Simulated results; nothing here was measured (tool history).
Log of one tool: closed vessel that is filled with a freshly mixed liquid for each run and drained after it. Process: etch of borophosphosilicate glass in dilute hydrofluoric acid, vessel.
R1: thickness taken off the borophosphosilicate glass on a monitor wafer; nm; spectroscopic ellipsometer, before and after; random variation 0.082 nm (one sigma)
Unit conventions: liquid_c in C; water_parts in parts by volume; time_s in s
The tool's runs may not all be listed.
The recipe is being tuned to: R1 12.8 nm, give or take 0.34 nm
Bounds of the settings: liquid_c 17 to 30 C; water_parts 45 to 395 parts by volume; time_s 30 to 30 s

Run 1, hour 0: liquid_c 22 C, water_parts 220 parts by volume, time_s 30 s. Result: R1 5.5662 nm.
Run 2, hour 8.2: liquid_c 23.5 C, water_parts 220 parts by volume, time_s 30 s. Result: R1 5.8805 nm.
Run 3, hour 13.2: liquid_c 23.5 C, water_parts 295 parts by volume, time_s 30 s. Result: R1 4.0581 nm.
Run 4, hour 16.6: liquid_c 23.5 C, water_parts 295 parts by volume, time_s 30 s. Result: R1 4.0164 nm.
Run 5, hour 18.2: liquid_c 23.5 C, water_parts 295 parts by volume, time_s 30 s. Result: R1 4.0409 nm.
Run 6, hour 22.5: liquid_c 20 C, water_parts 295 parts by volume, time_s 30 s. Result: R1 3.6081 nm.
Run 7, hour 25: liquid_c 21.5 C, water_parts 265 parts by volume, time_s 30 s. Result: R1 4.3555 nm.
Run 8, hour 33.6: liquid_c 21.5 C, water_parts 265 parts by volume, time_s 30 s. Result: R1 4.2995 nm.
Run 9, hour 40.2: liquid_c 25.5 C, water_parts 175 parts by volume, time_s 30 s. Result: R1 8.3335 nm.
Run 10, hour 48.4: liquid_c 26 C, water_parts 170 parts by volume, time_s 30 s. Result: R1 8.754 nm.
Run 11, hour 53.4: liquid_c 30 C, water_parts 120 parts by volume, time_s 30 s. Result: R1 15.35 nm.
Run 12, hour 56.5: liquid_c 29.5 C, water_parts 120 parts by volume, time_s 30 s. Result: R1 15.098 nm.
Run 13, hour 57.6: liquid_c 29 C, water_parts 120 parts by volume, time_s 30 s. Result: R1 14.766 nm.
Run 14, hour 65.1: liquid_c 25 C, water_parts 125 parts by volume, time_s 30 s. Result: R1 12.084 nm.

5 candidate next runs follow, results not yet known. Just one meets every target within its allowed miss. Identify it.
Run A, hour 72.6: liquid_c 26 C, water_parts 130 parts by volume, time_s 30 s. Result: R1 ?.
Run B, hour 72.6: liquid_c 23.5 C, water_parts 120 parts by volume, time_s 30 s. Result: R1 ?.
Run C, hour 72.6: liquid_c 24 C, water_parts 120 parts by volume, time_s 30 s. Result: R1 ?.
Run D, hour 72.6: liquid_c 27.5 C, water_parts 135 parts by volume, time_s 30 s. Result: R1 ?.
Run E, hour 72.6: liquid_c 25 C, water_parts 120 parts by volume, time_s 30 s. Result: R1 ?.

move      R1
   A  12.146
   B  12.091
   C   12.33
   D  12.299
   E  12.819
A: an improvement on the last run, though not all results are within tolerance
B: just as far off the targets as the last run
C: an improvement on the last run, though not all results are within tolerance
D: an improvement on the last run, though not all results are within tolerance
E: each result inside its tolerance
Answer: E
